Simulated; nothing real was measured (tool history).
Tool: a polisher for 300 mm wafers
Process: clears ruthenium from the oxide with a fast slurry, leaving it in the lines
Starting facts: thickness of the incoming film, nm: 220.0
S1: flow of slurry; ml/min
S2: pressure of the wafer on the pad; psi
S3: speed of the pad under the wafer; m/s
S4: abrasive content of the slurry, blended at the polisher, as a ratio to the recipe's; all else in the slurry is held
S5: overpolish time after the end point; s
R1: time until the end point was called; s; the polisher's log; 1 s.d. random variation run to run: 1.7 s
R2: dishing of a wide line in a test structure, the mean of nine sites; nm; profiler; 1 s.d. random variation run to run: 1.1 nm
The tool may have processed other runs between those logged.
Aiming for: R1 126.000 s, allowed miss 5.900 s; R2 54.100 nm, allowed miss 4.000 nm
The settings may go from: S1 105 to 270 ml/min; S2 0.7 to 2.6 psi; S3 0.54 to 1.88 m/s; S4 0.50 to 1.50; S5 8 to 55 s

run  hour   S1   S2    S3    S4  S5       R1      R2
  1   0.0  175  1.6  1.20  1.00  28   83.231  59.957
  2   5.6  175  1.6  1.20  0.80  28   90.448  53.805
  3  12.6  175  1.6  1.20  0.80  19   87.528  39.876
  4  17.3  175  1.6  1.20  0.80  30   90.225  58.329
  5  23.0  175  1.5  1.20  0.80  32   93.981  56.870
  6  28.2  175  1.5  1.20  0.65  32  100.790  53.049
  7  32.5  170  1.1  1.18  0.65  40  141.350  50.546
  8  38.1  175  1.1  1.18  0.65  40  141.710  50.493

Exercise: of the 5 proposed moves below, exactly one satisfies all targets within the stated allowed misses. Which move is it?
  A  43.7  180  1.0  1.12  0.55  42   ?   ?
  B  43.7  165  1.3  1.26  0.60  30   ?   ?
  C  43.7  135  1.0  1.38  0.90  38   ?   ?
  D  43.7  180  0.8  1.32  0.60  54   ?   ?
  E  43.7  230  1.1  1.02  0.65  35   ?   ?

move       R1      R2
   A  168.440  46.022
   B  115.260  47.770
   C  123.420  55.139
   D  172.480  55.919
   E  154.080  42.411
A: further off than the last run
B: takes the biggest miss from the last run beyond its target
C: all results land within tolerance of their targets
D: further off than the last run
E: further off than the last run
Go with C: it meets all targets.

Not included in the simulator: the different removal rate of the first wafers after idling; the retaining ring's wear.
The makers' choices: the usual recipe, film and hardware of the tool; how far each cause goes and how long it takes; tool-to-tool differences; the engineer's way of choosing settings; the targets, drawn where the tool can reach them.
